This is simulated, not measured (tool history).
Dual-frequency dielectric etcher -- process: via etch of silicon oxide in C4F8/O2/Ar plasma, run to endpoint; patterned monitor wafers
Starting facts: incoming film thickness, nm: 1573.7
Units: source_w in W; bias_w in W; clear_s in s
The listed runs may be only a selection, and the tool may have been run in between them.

run,day,source_w,bias_w,clear_s
1,0.000,2630,1638,299.15
2,0.050,2900,1724,277.89
3,0.129,3060,1748,268.05
4,0.358,3390,1748,253.62
5,0.475,3390,1474,267.95
6,0.583,3390,1196,285.71
7,0.804,3470,1324,272.55

The next listed run, before its measurement:
8,1.079,3530,1411,?

{"run 8": {"clear_s": 264.74}}
